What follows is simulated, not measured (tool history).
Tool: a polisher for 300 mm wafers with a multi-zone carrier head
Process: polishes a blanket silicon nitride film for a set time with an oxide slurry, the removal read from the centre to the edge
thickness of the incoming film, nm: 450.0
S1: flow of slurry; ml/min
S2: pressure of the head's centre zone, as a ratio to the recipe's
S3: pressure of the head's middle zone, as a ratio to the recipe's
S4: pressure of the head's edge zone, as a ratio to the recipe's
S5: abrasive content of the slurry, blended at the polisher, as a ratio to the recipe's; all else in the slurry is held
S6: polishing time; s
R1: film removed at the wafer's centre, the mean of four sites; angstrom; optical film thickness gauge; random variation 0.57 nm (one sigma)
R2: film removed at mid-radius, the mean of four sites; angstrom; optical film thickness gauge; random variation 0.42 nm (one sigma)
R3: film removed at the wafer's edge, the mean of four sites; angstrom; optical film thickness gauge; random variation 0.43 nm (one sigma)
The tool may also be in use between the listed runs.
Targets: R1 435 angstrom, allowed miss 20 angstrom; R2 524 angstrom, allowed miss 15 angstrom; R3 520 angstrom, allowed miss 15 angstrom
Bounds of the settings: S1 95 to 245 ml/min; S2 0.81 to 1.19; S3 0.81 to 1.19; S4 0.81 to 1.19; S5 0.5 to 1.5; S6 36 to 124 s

run  hour   S1    S2    S3    S4    S5  S6      R1      R2      R3
  1     0  155     1     1     1     1  79  546.05  514.42  518.25
  2   6.9  145  0.94  1.02  1.02     1  79  512.07  513.16  510.02
  3   9.8  145  0.94  1.02  1.02     1  96   623.3  629.06  621.04
  4  16.7  130   0.9  1.04  1.07   0.9  96  562.69  595.49  609.18
     23.2  -- centre zone pressure recalibrated
  5  23.2  130   0.9  1.04  1.07     1  96   528.2  625.22  628.02
  6  29.2  120  0.87  1.05  1.06  0.95  94  490.31  598.56  590.21
  7  29.8  115  0.85  1.03  1.03   0.9  94  467.61  570.41   573.1
  8  37.2  110  0.84  1.02     1  0.85  94  445.31  546.86  553.54

4 next moves are on the table. One of them brings every result within its allowed miss. Which?
  A  44.6  120  0.86  0.97  1.03   0.8  96   ?   ?   ?
  B  44.6  140  0.96  1.09  0.97   0.9  79   ?   ?   ?
  C  44.6   95  0.85     1  0.89   0.8  96   ?   ?   ?
  D  44.6   95  0.82  1.02  1.05  1.15  89   ?   ?   ?

move      R1      R2      R3
   A  474.41  545.28  579.41
   B  467.37  527.82  490.93
   C  441.24  530.75  527.31
   D  438.12  555.59  579.42
A: further off than the last run
B: takes the result that was furthest off past its target
C: meets every target
D: further off than the last run
Move C is the one to make.
